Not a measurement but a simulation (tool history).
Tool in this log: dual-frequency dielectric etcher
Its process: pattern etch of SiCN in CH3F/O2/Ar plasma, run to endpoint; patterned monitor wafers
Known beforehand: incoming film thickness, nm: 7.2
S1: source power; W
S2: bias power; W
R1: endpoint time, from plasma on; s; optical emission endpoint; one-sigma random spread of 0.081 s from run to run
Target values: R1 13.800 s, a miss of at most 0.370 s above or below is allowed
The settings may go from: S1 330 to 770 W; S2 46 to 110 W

| run | hour | S1 | S2 | R1 |
|---|---|---|---|---|
| 1 | 0.0 | 550 | 78 | 15.869 |
| 2 | 7.4 | 580 | 79 | 15.703 |
| 3 | 9.8 | 600 | 82 | 15.299 |
| 4 | 16.0 | 620 | 84 | 15.112 |
| 5 | 19.9 | 640 | 86 | 14.879 |
| 6 | 25.1 | 660 | 88 | 14.324 |
| 7 | 30.9 | 670 | 88 | 14.458 |
| 8 | 35.6 | 680 | 89 | 14.360 |

4 candidate next runs follow, results not yet known. Just one meets every target within its allowed miss. Identify it.
| A | 40.3 | 770 | 85 | ? |
| B | 40.3 | 630 | 85 | ? |
| C | 40.3 | 640 | 88 | ? |
| D | 40.3 | 650 | 88 | ? |

| move | R1 |
|---|---|
| A | 13.897 |
| B | 14.914 |
| C | 14.670 |
| D | 14.591 |
A: each result inside its tolerance
B: lands further from the targets than the last run did
C: lands further from the targets than the last run did
D: lands further from the targets than the last run did
Move A is the one to make.
